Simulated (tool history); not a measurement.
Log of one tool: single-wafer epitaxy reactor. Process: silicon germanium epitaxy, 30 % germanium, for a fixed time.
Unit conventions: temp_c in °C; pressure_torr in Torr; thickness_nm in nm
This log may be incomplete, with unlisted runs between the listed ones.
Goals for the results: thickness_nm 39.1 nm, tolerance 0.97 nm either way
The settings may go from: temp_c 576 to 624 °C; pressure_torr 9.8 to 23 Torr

run	hour	temp_c	pressure_torr	thickness_nm
1	0	600	16.4	57.966
2	7.5	610	16.4	68.994
3	11.7	610	18	70.85
4	20.2	600	17.6	59.252
5	21.6	593	17.4	52.802
6	29.3	597	17.4	56.303
7	30.6	585	16.5	44.805
8	34.3	583	16.4	43.343
9	42.9	581	16.4	41.95
10	48	580	16.4	41.597

Of the 4 settings listed for the next run, only one would bring every result within its allowed miss of target. Which one?
A	53.1	584	14.3	?
B	53.1	576	16.8	?
C	53.1	583	16	?
D	53.1	578	17.4	?

move	thickness_nm
A	42.428
B	39.174
C	43.469
D	41.108
A: misses by more than the last run did
B: each result inside its tolerance
C: misses by more than the last run did
D: moves toward the targets from the last run without getting all of them in spec
B is the move that brings every result within its allowed miss.

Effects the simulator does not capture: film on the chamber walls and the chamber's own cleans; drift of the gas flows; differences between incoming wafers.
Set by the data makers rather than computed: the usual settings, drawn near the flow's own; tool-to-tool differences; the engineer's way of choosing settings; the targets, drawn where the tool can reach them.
